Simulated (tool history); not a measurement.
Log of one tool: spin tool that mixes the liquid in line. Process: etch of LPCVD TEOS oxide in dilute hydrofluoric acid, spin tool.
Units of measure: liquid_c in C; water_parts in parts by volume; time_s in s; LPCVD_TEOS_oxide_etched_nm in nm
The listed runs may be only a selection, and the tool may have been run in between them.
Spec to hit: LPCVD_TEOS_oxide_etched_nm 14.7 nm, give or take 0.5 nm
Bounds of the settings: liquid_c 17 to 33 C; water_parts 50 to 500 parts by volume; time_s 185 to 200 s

| run | hour | liquid_c | water_parts | time_s | LPCVD_TEOS_oxide_etched_nm |
|---|---|---|---|---|---|
| 1 | 0 | 25 | 275 | 185 | 8.7441 |
| 2 | 2.4 | 25 | 365 | 185 | 6.0507 |
| 3 | 9.2 | 25 | 365 | 200 | 6.5647 |
| 4 | 12.2 | 25 | 280 | 200 | 9.4283 |
| 5 | 13.7 | 22.5 | 280 | 200 | 8.3887 |
| 6 | 22 | 25 | 275 | 200 | 9.7154 |
| 7 | 28.9 | 27 | 270 | 200 | 10.633 |
| 8 | 29.6 | 28.5 | 260 | 200 | 11.745 |

Which one of the following 5 next-run settings gets every result inside its allowed miss? There is exactly one.
| A | 30.3 | 25.5 | 310 | 185 | ? |
| B | 30.3 | 28 | 280 | 200 | ? |
| C | 30.3 | 22.5 | 275 | 190 | ? |
| D | 30.3 | 29 | 205 | 185 | ? |
| E | 30.3 | 29.5 | 290 | 185 | ? |

| move | LPCVD_TEOS_oxide_etched_nm |
|---|---|
| A | 7.7505 |
| B | 10.409 |
| C | 8.3632 |
| D | 14.815 |
| E | 9.6631 |
A: moves away from the targets compared with the last run
B: moves away from the targets compared with the last run
C: moves away from the targets compared with the last run
D: all results in spec
E: moves away from the targets compared with the last run
Answer: D
